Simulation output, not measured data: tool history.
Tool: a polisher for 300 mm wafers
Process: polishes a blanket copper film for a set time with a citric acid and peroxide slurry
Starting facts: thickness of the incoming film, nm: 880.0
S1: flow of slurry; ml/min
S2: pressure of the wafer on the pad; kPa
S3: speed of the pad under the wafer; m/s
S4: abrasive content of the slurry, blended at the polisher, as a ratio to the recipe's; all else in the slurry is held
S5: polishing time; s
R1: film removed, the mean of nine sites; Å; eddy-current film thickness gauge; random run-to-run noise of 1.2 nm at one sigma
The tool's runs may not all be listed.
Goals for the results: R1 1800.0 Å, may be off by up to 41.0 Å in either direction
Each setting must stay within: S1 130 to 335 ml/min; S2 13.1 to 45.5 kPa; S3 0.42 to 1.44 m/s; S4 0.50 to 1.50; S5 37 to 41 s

run    day   S1    S2    S3    S4  S5      R1
  1  0.000  215  29.0  0.92  1.00  41  1107.7
  2  0.333  220  30.3  0.92  1.00  41  1156.0
  3  0.362  220  30.3  0.92  1.15  41  1172.3
  4  0.717  255  30.3  0.92  1.15  41  1198.9
  5  1.058  255  31.7  0.92  1.15  41  1235.6
  6  1.162  255  33.1  0.92  1.15  41  1285.1
  7  1.454  285  41.4  0.92  1.15  41  1529.4
  8  1.796  285  41.4  0.92  1.15  41  1519.3
  9  2.017  285  42.1  0.92  1.15  41  1543.3
 10  2.158  285  42.7  0.92  1.15  41  1585.7
 11  2.496  285  44.1  0.96  1.15  41  1650.1
 12  2.867  290  44.8  1.00  1.15  41  1744.5

Exercise: of the 5 proposed moves below, exactly one satisfies all targets within the stated allowed misses. Which move is it?
  A  3.238  270  45.5  1.04  1.20  40   ?
  B  3.238  300  41.4  1.02  1.05  41   ?
  C  3.238  320  44.1  1.02  1.10  40   ?
  D  3.238  260  45.5  0.96  1.20  41   ?
  E  3.238  335  40.0  1.08  1.50  39   ?

move      R1
   A  1790.4
   B  1657.8
   C  1724.9
   D  1712.6
   E  1711.9
A: every result lands within tolerance
B: the biggest miss grows against the last run
C: the biggest miss grows against the last run
D: the biggest miss grows against the last run
E: the biggest miss grows against the last run
A is the move that brings every result within its allowed miss.
